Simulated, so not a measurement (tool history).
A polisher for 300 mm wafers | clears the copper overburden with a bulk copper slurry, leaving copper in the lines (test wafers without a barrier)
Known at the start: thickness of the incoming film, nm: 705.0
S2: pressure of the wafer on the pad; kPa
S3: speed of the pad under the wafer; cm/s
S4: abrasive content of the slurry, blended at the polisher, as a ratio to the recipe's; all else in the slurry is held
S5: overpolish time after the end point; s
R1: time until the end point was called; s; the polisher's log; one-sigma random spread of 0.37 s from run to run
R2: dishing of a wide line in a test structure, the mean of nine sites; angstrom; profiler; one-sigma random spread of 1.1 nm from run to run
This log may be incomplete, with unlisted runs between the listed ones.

run 1 day=0.000 | flow_of_slurry_(ml/min)=270 S2=13.8 S3=142 S4=1.00 S5=20 | R1=65.285 R2=715.47
run 2 day=0.300 | flow_of_slurry_(ml/min)=270 S2=15.2 S3=142 S4=1.00 S5=19 | R1=60.915 R2=724.15
run 3 day=0.608 | flow_of_slurry_(ml/min)=225 S2=15.2 S3=142 S4=1.00 S5=19 | R1=61.873 R2=721.77
run 4 day=0.692 | flow_of_slurry_(ml/min)=235 S2=16.5 S3=142 S4=1.00 S5=18 | R1=57.013 R2=737.41
run 5 day=1.017 | flow_of_slurry_(ml/min)=235 S2=16.5 S3=142 S4=1.00 S5=24 | R1=57.010 R2=807.68
run 6 day=1.221 | flow_of_slurry_(ml/min)=235 S2=16.5 S3=142 S4=1.15 S5=24 | R1=55.586 R2=809.62
run 7 day=1.271 | flow_of_slurry_(ml/min)=245 S2=17.9 S3=142 S4=1.15 S5=22 | R1=51.450 R2=825.57
run 8 day=1.454 | flow_of_slurry_(ml/min)=250 S2=18.6 S3=144 S4=1.15 S5=20 | R1=49.775 R2=812.86
run 9 day=1.592 | flow_of_slurry_(ml/min)=250 S2=19.3 S3=146 S4=1.15 S5=19 | R1=46.836 R2=815.73
run 10 day=1.854 | flow_of_slurry_(ml/min)=260 S2=21.4 S3=148 S4=1.15 S5=17 | R1=42.374 R2=852.11
run 11 day=1.908 | flow_of_slurry_(ml/min)=260 S2=21.4 S3=150 S4=1.15 S5=17 | R1=42.125 R2=821.79

Predict the results of run 12:
run 12 day=2.129 | flow_of_slurry_(ml/min)=260 S2=21.4 S3=152 S4=1.15 S5=17 | R1=? R2=?

For run 12 the tool returned R1 41.963 s, R2 818.45 angstrom.
